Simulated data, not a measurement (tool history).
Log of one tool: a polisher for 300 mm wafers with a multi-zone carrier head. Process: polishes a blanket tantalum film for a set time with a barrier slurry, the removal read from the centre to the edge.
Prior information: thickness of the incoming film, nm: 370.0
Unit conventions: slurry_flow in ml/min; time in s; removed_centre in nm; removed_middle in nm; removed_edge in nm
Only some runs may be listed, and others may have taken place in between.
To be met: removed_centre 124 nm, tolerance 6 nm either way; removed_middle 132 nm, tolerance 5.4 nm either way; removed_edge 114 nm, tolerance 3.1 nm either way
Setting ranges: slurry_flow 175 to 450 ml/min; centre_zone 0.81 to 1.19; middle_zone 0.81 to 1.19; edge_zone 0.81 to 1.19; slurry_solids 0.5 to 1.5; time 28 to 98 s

run,day,slurry_flow,centre_zone,middle_zone,edge_zone,slurry_solids,time,removed_centre,removed_middle,removed_edge
1,0,290,1,1,1,1,63,107.38,106.96,107.81
2,0.079,300,1.02,1.04,1,1.05,63,110.64,113.03,108.63
3,0.433,300,0.98,1.04,1,1.05,63,104.38,111.43,109.58
4,0.775,300,0.98,1.04,1,1.05,71,122.71,127.35,123.37
5,0.904,300,1.04,1.04,1,1.05,71,127.36,126.83,123.89
6,1.262,300,1.04,1.04,1,1.05,84,152.68,148.57,147.19
7,1.546,300,1.03,1.06,0.96,0.95,83,145.6,142.97,138.48
8,1.579,300,1.02,1.09,0.93,0.9,82,138.92,144,131.3
9,1.829,295,1.01,1.09,0.9,0.85,82,133,142.15,126.51
10,1.979,290,1.01,1.08,0.88,0.8,82,133.3,133.72,120.42
11,2.033,260,0.94,1.11,0.82,0.8,82,119.25,137.22,117.08
12,2.296,260,0.95,1.11,0.82,0.8,82,122.53,138.91,116.75

4 next moves are on the table. One of them brings every result within its allowed miss. Which?
A,2.558,210,0.93,1.15,0.81,0.9,84,?,?,?
B,2.558,310,0.97,1.19,0.86,0.85,78,?,?,?
C,2.558,245,0.98,1.07,0.81,0.8,82,?,?,?
D,2.558,240,0.92,1.05,0.9,0.75,80,?,?,?

move,removed_centre,removed_middle,removed_edge
A,123.98,148.34,122.83
B,124.3,145.88,118.91
C,124.78,132.81,116.47
D,110.66,123.61,115.56
A: moves away from the targets compared with the last run
B: moves away from the targets compared with the last run
C: meets every target
D: the result that was furthest off in the last run now lies on the other side of its target
Answer: C
